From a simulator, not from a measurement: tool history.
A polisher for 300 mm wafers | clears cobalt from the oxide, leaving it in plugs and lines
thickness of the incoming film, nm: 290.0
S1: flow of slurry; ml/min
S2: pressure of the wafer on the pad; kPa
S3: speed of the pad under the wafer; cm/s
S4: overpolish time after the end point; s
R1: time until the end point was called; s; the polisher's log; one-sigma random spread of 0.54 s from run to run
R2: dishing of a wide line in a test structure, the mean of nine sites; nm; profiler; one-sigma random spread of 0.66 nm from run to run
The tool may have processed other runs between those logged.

run  hour   S1    S2   S3  S4      R1      R2
  1     0  145   9.7  106  30  80.638  54.536
  2   7.9  145   9.7  126  30  68.123  58.949
  3   9.3  145  12.4  126  30  54.112  63.709
  4  16.5  175  12.4  126  30  52.541  62.865
  5  24.7  175  12.4  146  30  45.601  65.457
  6  29.9  175   9.7  146  30  57.369  61.987
  7    34  175  10.3  146  29  54.692  62.852
  8  41.4  175    11  146  28  49.723  62.991
  9  42.6  175  11.7  146  27  48.681  63.268

The next listed run, before its measurement:
 10  43.9  175  12.4  146  26   ?   ?

{"run 10": {"R1": 46.182, "R2": 64.214}}
